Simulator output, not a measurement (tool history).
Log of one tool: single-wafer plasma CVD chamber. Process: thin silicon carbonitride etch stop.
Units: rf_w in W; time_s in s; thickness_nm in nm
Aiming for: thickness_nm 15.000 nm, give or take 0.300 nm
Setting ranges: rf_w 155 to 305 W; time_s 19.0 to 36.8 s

Run 1, day 0.000: rf_w 230 W, time_s 27.9 s. Result: thickness_nm 16.461 nm.
Run 2, day 0.125: rf_w 220 W, time_s 27.7 s. Result: thickness_nm 16.111 nm.
Run 3, day 0.300: rf_w 195 W, time_s 27.7 s. Result: thickness_nm 15.310 nm.
Run 4, day 0.571: rf_w 195 W, time_s 29.4 s. Result: thickness_nm 16.429 nm.
Run 5, day 0.850: rf_w 225 W, time_s 29.4 s. Result: thickness_nm 17.278 nm.
Run 6, day 0.879: rf_w 225 W, time_s 31.9 s. Result: thickness_nm 18.821 nm.
Run 7, day 0.971: rf_w 225 W, time_s 31.9 s. Result: thickness_nm 18.734 nm.
Run 8, day 1.183: rf_w 210 W, time_s 31.0 s. Result: thickness_nm 17.734 nm.
Run 9, day 1.308: rf_w 200 W, time_s 30.3 s. Result: thickness_nm 17.231 nm.
Run 10, day 1.417: rf_w 195 W, time_s 29.6 s. Result: thickness_nm 16.389 nm.
Run 11, day 1.625: rf_w 185 W, time_s 29.4 s. Result: thickness_nm 16.124 nm.
Run 12, day 1.692: rf_w 180 W, time_s 29.2 s. Result: thickness_nm 15.539 nm.
Run 13, day 1.750: rf_w 175 W, time_s 29.2 s. Result: thickness_nm 15.566 nm.
Run 14, day 2.008: rf_w 170 W, time_s 29.1 s. Result: thickness_nm 15.302 nm.

Next run, 5 choices. One meets every target within its allowed miss, the rest don't. Which?
Run A, day 2.267: rf_w 170 W, time_s 30.5 s. Result: thickness_nm ?.
Run B, day 2.267: rf_w 165 W, time_s 30.5 s. Result: thickness_nm ?.
Run C, day 2.267: rf_w 170 W, time_s 30.3 s. Result: thickness_nm ?.
Run D, day 2.267: rf_w 175 W, time_s 28.1 s. Result: thickness_nm ?.
Run E, day 2.267: rf_w 160 W, time_s 30.1 s. Result: thickness_nm ?.

move  thickness_nm
   A        16.073
   B        15.880
   C        15.967
   D        14.981
   E        15.475
A: the biggest miss grows against the last run
B: the biggest miss grows against the last run
C: the biggest miss grows against the last run
D: all results land within tolerance of their targets
E: the biggest miss grows against the last run
The right move is D.

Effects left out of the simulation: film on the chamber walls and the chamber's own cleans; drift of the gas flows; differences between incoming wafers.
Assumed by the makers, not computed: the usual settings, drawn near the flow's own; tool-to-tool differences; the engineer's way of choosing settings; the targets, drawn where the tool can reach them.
